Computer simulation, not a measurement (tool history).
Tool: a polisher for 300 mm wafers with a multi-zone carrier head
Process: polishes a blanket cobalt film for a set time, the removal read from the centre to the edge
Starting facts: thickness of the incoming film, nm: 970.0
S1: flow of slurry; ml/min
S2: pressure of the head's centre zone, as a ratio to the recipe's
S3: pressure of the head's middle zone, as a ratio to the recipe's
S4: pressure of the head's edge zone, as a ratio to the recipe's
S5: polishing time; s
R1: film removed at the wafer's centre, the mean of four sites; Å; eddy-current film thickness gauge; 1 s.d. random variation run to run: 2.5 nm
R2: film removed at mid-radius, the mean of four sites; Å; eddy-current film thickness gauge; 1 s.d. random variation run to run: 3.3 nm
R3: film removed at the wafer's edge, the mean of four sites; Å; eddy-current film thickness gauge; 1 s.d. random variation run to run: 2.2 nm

{"run": 1, "hour": 0.0, "S1": 135, "S2": 1.0, "S3": 1.0, "S4": 1.0, "S5": 77, "R1": 2283.6, "R2": 2313.8, "R3": 2351.2}
{"run": 2, "hour": 0.9, "S1": 135, "S2": 0.97, "S3": 1.0, "S4": 1.0, "S5": 77, "R1": 2217.7, "R2": 2432.2, "R3": 2287.3}
{"run": 3, "hour": 6.8, "S1": 125, "S2": 0.96, "S3": 0.99, "S4": 1.0, "S5": 76, "R1": 2169.3, "R2": 2268.8, "R3": 2267.7}
{"run": 4, "hour": 15.0, "S1": 120, "S2": 0.94, "S3": 1.0, "S4": 0.99, "S5": 75, "R1": 2096.9, "R2": 2238.6, "R3": 2190.8}
{"run": 5, "hour": 21.5, "S1": 120, "S2": 0.98, "S3": 1.0, "S4": 0.99, "S5": 75, "R1": 2144.4, "R2": 2256.5, "R3": 2200.9}
{"run": 6, "hour": 23.4, "S1": 115, "S2": 0.96, "S3": 1.01, "S4": 0.99, "S5": 75, "R1": 2073.2, "R2": 2267.6, "R3": 2147.7}
{"run": 7, "hour": 31.5, "S1": 110, "S2": 0.95, "S3": 1.01, "S4": 0.99, "S5": 75, "R1": 2139.5, "R2": 2180.4, "R3": 2197.9}

What will run 8 give?
{"run": 8, "hour": 40.2, "S1": 115, "S2": 0.93, "S3": 1.01, "S4": 0.98, "S5": 74, "R1": "?", "R2": "?", "R3": "?"}

R1: 2054.8 Å
R2: 2213.7 Å
R3: 2178.9 Å
